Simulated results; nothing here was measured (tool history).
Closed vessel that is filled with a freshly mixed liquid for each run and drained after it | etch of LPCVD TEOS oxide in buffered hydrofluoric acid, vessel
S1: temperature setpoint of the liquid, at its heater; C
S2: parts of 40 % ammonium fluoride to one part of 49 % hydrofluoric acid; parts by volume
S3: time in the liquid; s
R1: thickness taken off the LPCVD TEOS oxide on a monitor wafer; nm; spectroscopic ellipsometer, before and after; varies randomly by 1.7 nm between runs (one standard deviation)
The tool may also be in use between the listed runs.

{"run": 1, "hour": 0.0, "S1": 21.0, "S2": 13.0, "S3": 105, "R1": 366.44}
{"run": 2, "hour": 5.2, "S1": 21.0, "S2": 14.5, "S3": 105, "R1": 328.08}
{"run": 3, "hour": 7.6, "S1": 22.0, "S2": 14.5, "S3": 105, "R1": 345.58}
{"run": 4, "hour": 16.1, "S1": 25.0, "S2": 14.5, "S3": 105, "R1": 409.49}
{"run": 5, "hour": 23.6, "S1": 25.0, "S2": 17.5, "S3": 105, "R1": 342.54}
{"run": 6, "hour": 27.0, "S1": 27.5, "S2": 17.5, "S3": 105, "R1": 389.23}
{"run": 7, "hour": 33.8, "S1": 27.5, "S2": 17.0, "S3": 105, "R1": 401.18}
{"run": 8, "hour": 34.7, "S1": 27.5, "S2": 16.5, "S3": 105, "R1": 410.35}

Run 9 comes next. What will it give?
{"run": 9, "hour": 37.2, "S1": 27.5, "S2": 16.0, "S3": 105, "R1": "?"}

R1: 423.58 nm
